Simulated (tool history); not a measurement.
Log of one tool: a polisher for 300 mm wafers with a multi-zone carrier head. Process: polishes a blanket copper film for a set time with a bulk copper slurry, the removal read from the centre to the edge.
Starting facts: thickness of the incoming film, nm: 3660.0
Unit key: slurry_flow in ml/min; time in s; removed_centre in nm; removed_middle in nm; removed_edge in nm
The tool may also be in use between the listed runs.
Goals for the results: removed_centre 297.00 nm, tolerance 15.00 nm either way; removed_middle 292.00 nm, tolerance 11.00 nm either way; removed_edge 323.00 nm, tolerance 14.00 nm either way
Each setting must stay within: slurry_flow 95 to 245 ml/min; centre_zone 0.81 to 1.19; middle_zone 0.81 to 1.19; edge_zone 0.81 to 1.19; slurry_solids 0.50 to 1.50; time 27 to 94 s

| run | hour | slurry_flow | centre_zone | middle_zone | edge_zone | slurry_solids | time | removed_centre | removed_middle | removed_edge |
|---|---|---|---|---|---|---|---|---|---|---|
| 1 | 0.0 | 155 | 1.00 | 1.00 | 1.00 | 1.00 | 60 | 365.08 | 417.99 | 398.04 |
| 2 | 3.3 | 155 | 1.05 | 1.00 | 1.00 | 1.00 | 60 | 385.45 | 408.24 | 406.00 |
| 3 | 11.0 | 155 | 1.05 | 1.00 | 1.00 | 0.90 | 60 | 372.97 | 411.56 | 396.11 |
| 4 | 18.2 | 150 | 1.05 | 0.98 | 1.00 | 0.85 | 59 | 357.29 | 383.20 | 379.45 |
| 5 | 21.8 | 150 | 1.05 | 0.98 | 1.00 | 0.85 | 44 | 264.56 | 290.98 | 289.55 |
| 6 | 23.3 | 150 | 1.05 | 0.98 | 1.00 | 0.85 | 58 | 356.13 | 369.88 | 377.26 |
|  | 31.2 | centre zone pressure recalibrated |
| 7 | 31.2 | 145 | 1.04 | 0.97 | 0.99 | 0.80 | 58 | 380.53 | 366.99 | 375.44 |
| 8 | 36.5 | 140 | 1.04 | 0.97 | 1.00 | 0.80 | 57 | 364.77 | 358.94 | 368.10 |
| 9 | 41.8 | 145 | 1.04 | 0.96 | 1.01 | 0.80 | 56 | 358.54 | 342.26 | 361.61 |

Of the 5 settings listed for the next run, only one would bring every result within its allowed miss of target. Which one?
| A | 47.1 | 105 | 1.09 | 0.97 | 0.96 | 0.75 | 55 | ? | ? | ? |
| B | 47.1 | 185 | 0.94 | 0.94 | 1.10 | 1.05 | 39 | ? | ? | ? |
| C | 47.1 | 180 | 1.00 | 0.96 | 1.19 | 1.25 | 41 | ? | ? | ? |
| D | 47.1 | 155 | 1.00 | 1.02 | 1.17 | 0.90 | 45 | ? | ? | ? |
| E | 47.1 | 95 | 0.99 | 0.82 | 1.07 | 0.70 | 62 | ? | ? | ? |

| move | removed_centre | removed_middle | removed_edge |
|---|---|---|---|
| A | 340.63 | 314.42 | 327.26 |
| B | 259.30 | 265.89 | 288.14 |
| C | 299.56 | 293.73 | 323.55 |
| D | 297.50 | 307.97 | 322.19 |
| E | 329.94 | 294.01 | 371.54 |
A: closer than the last run, but not yet in spec
B: the result that was furthest off in the last run now lies on the other side of its target
C: each result inside its tolerance
D: closer than the last run, but not yet in spec
E: gets the furthest-off result to its target, but another result is out of tolerance
Go with C: it meets all targets.

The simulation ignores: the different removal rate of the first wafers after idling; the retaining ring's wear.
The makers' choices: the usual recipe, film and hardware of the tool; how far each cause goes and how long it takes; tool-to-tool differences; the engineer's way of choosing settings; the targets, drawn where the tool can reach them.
